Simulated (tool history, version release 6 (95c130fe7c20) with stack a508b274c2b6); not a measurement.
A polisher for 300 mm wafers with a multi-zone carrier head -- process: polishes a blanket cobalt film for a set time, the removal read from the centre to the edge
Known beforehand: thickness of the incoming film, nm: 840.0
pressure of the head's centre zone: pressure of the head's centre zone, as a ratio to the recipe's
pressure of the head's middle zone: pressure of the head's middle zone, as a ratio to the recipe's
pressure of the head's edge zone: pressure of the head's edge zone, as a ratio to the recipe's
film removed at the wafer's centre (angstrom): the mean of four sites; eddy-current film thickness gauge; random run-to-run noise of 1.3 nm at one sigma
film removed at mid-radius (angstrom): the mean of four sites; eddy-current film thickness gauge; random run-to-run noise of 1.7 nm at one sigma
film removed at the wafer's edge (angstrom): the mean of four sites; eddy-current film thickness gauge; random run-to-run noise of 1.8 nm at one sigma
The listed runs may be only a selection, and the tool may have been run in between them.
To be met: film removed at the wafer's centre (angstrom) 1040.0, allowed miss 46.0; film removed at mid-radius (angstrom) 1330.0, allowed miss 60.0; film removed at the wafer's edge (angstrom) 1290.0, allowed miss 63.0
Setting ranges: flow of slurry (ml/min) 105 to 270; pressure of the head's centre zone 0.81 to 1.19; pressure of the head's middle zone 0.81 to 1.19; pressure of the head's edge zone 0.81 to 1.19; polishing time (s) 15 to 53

run,hour,flow of slurry (ml/min),pressure of the head's centre zone,pressure of the head's middle zone,pressure of the head's edge zone,polishing time (s),film removed at the wafer's centre (angstrom),film removed at mid-radius (angstrom),film removed at the wafer's edge (angstrom)
1,0.0,175,1.00,1.00,1.00,34,1573.4,1550.6,1678.1
2,0.6,175,1.00,1.05,1.00,34,1551.0,1704.8,1612.5
3,5.2,165,0.96,1.05,0.99,32,1380.1,1557.1,1511.4
4,8.7,165,0.89,1.05,0.99,32,1286.9,1549.4,1559.8
5,12.5,165,0.89,1.08,0.99,32,1293.3,1571.4,1498.2
6,20.5,160,0.87,1.08,0.98,31,1210.3,1500.6,1484.6
7,22.3,155,0.87,1.09,0.97,30,1155.5,1450.0,1402.7
8,25.1,145,0.86,1.09,0.95,30,1126.3,1449.8,1387.2
9,30.4,145,0.86,1.09,0.95,30,1132.8,1460.4,1400.6
10,35.6,145,0.86,1.09,0.95,29,1092.7,1394.2,1289.3
11,43.5,140,0.85,1.08,0.95,29,1068.4,1385.5,1313.7

Consider the 5 candidate settings below. Which is the only one whose results all fall within their allowed miss of target?
A,51.4,120,0.82,1.19,0.82,31,?,?,?
B,51.4,120,0.84,1.12,0.98,30,?,?,?
C,51.4,155,0.90,1.19,0.99,28,?,?,?
D,51.4,140,0.84,1.05,0.93,28,?,?,?
E,51.4,105,0.81,1.10,0.87,32,?,?,?

move,film removed at the wafer's centre (angstrom),film removed at mid-radius (angstrom),film removed at the wafer's edge (angstrom)
A,1102.3,1567.7,1347.9
B,1092.5,1445.6,1394.7
C,1149.0,1478.0,1347.0
D,1051.0,1318.2,1301.6
E,1090.8,1482.4,1397.6
A: its largest miss is bigger than the last run's
B: its largest miss is bigger than the last run's
C: its largest miss is bigger than the last run's
D: every result within its allowed miss
E: its largest miss is bigger than the last run's
Move D is the one to make.

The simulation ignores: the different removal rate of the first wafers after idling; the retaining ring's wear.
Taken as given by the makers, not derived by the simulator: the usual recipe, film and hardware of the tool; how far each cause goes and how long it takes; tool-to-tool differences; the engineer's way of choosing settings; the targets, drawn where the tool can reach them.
